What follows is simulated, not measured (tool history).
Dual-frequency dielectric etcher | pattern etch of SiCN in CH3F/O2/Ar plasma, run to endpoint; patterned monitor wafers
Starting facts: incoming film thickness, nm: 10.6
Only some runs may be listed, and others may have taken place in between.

run  hour  source power (kW)  bias power (kW)  endpoint time (s)
  1   0.0              0.340            0.084             26.039
  2   6.3              0.340            0.091             25.746
  3   7.1              0.320            0.087             26.045
  4  12.4              0.320            0.072             27.664
  5  18.8              0.370            0.072             26.351
  6  22.3              0.370            0.062             27.330
  7  31.2              0.350            0.060             28.886
  8  40.1              0.340            0.059             28.819
  9  41.4              0.330            0.058             29.315

Run 10 is up next; what results do you expect?
 10  49.5              0.320            0.057                  ?

endpoint time (s): 29.416

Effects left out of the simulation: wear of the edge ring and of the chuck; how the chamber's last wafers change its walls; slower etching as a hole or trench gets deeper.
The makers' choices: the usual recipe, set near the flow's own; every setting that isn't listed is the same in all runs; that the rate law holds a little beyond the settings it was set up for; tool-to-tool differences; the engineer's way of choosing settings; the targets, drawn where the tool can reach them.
